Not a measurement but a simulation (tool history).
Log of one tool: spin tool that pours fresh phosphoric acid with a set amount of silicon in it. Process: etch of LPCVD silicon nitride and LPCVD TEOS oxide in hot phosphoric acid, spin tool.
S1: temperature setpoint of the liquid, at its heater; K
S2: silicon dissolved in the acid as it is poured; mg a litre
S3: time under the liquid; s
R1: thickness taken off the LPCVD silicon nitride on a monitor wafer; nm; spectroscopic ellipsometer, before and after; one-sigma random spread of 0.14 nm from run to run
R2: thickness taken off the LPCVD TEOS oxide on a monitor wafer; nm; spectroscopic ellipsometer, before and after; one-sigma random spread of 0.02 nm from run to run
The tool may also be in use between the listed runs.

run    day      S1    S2   S3      R1       R2
  1      0  437.15  26.5  180  17.478  0.28166
  2  0.308  438.15    34  205  20.409  0.23006
  3  0.475  439.15    39  220   22.66  0.20682
  4  0.608  439.65  42.5  230  24.061  0.19936
  5  0.846  440.15    45  240  25.444  0.15715
  6  0.942  440.15    45  180  19.287  0.12372
  7  1.208  440.65  46.5  205  22.315  0.10562

Forecast run 8:
  8  1.362  440.65  45.5  220   ?   ?

R1: 24.014 nm
R2: 0.14692 nm
